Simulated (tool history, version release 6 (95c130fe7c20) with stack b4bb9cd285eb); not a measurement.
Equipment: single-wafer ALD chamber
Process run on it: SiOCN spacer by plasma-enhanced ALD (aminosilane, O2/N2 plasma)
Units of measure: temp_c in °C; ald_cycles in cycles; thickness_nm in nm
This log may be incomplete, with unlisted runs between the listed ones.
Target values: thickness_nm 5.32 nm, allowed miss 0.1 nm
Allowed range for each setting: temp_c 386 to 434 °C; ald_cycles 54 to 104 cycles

run,hour,temp_c,ald_cycles,thickness_nm
1,0,410,79,4.5656
2,6.6,414,79,4.5044
3,14.3,411,81,4.6449
4,19.5,406,81,4.6827
5,27.4,405,83,4.8389
6,32.2,403,84,4.924
7,39.2,401,85,5.0037
8,44,400,86,5.0459
9,46.7,399,87,5.1154
10,48.2,398,88,5.1675
11,50.8,397,88,5.1939
12,56.2,396,88,5.1924

4 candidate next runs follow, results not yet known. Just one meets every target within its allowed miss. Identify it.
A,61.6,386,90,?
B,61.6,388,85,?
C,61.6,398,85,?
D,61.6,399,86,?

move,thickness_nm
A,5.3226
B,5.0269
C,5.0269
D,5.086
A: all results land within tolerance of their targets
B: the biggest miss grows against the last run
C: the biggest miss grows against the last run
D: the biggest miss grows against the last run
The move that meets every target is A.
